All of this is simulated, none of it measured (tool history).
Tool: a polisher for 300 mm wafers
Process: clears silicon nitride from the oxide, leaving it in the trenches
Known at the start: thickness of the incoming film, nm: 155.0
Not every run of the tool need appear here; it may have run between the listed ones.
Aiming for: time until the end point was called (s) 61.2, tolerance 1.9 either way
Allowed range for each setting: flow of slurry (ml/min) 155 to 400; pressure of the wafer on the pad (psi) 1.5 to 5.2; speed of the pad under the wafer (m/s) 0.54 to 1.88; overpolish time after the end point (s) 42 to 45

run	hour	flow of slurry (ml/min)	pressure of the wafer on the pad (psi)	speed of the pad under the wafer (m/s)	overpolish time after the end point (s)	time until the end point was called (s)
1	0	255	3.3	1.2	42	117.95
2	0.8	255	2.4	1.2	42	162.48
3	7.9	255	2.7	1.2	42	143.24
4	9.7	255	3	1.2	42	128.67
5	11	255	3	1.2	45	129.11
# hour 11.8: worn pad replaced by a new one
6	11.8	255	3.2	1.2	45	110.61
7	13.8	255	3.4	1.2	45	106.55
8	19.9	255	3.4	1.2	45	106.53
9	27.4	255	3.6	1.2	45	100.53
10	31.5	255	3.8	1.2	45	95.015

Which of these 4 next moves meets every target?
A	35.6	205	3.6	1.12	42	?
B	35.6	255	3.6	1.1	42	?
C	35.6	230	2.7	0.9	42	?
D	35.6	270	4.5	1.58	45	?

move	time until the end point was called (s)
A	110.22
B	109.64
C	177.59
D	61.686
A: the biggest miss grows against the last run
B: the biggest miss grows against the last run
C: the biggest miss grows against the last run
D: all results land within tolerance of their targets
D meets every target.
